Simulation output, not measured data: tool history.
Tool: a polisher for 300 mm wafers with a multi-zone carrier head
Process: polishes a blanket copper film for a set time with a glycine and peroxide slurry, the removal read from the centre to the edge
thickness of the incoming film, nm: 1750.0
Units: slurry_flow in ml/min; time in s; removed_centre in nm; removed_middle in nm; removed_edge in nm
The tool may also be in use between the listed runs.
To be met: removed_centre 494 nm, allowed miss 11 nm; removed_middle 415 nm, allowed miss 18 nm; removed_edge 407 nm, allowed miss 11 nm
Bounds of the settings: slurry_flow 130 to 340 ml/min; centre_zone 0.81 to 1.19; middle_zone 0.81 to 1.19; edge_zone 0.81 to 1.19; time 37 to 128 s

run	hour	slurry_flow	centre_zone	middle_zone	edge_zone	time	removed_centre	removed_middle	removed_edge
1	0	220	1	1	1	82	326.74	329.17	321.19
2	8.3	220	0.95	1	1	82	311	337.49	319.19
3	11.2	220	0.95	1	0.94	82	309.3	330.72	308.78
4	18.8	220	0.95	0.92	0.94	82	311.06	313.28	312.92
5	21.6	240	1.01	0.96	0.97	86	351.42	351.1	335.09
6	22.4	255	1.06	0.94	0.99	89	389.36	360.59	354.49
# hour 26.8: worn pad replaced by a new one
7	26.8	255	1.06	0.94	0.99	89	428.05	411.38	388.01
8	31.3	255	1.06	0.94	0.99	89	431.09	404.69	394.63
9	33	270	1.07	0.91	0.96	88	428.82	386.92	379.75
10	40.8	285	1.08	0.9	0.95	88	445.09	407.78	388.74
11	43.4	330	1.17	0.82	0.99	86	476.49	371.9	388.25
12	45.4	330	1.17	0.84	0.99	87	483.74	388.24	391.61

4 next moves are on the table. One of them brings every result within its allowed miss. Which?
A	47.4	340	1.14	1.03	0.81	91	?	?	?
B	47.4	340	1.15	0.89	0.96	91	?	?	?
C	47.4	340	1.1	0.87	0.95	90	?	?	?
D	47.4	285	1.19	1	0.9	87	?	?	?

move	removed_centre	removed_middle	removed_edge
A	491.51	445.35	373.84
B	495.55	412.46	404.32
C	468.61	403.41	397.97
D	481.33	411.7	369.8
A: takes the result that was furthest off past its target
B: meets every target
C: brings the result that was furthest off to its target, and leaves another outside
D: brings the result that was furthest off to its target, and leaves another outside
The right move is B.
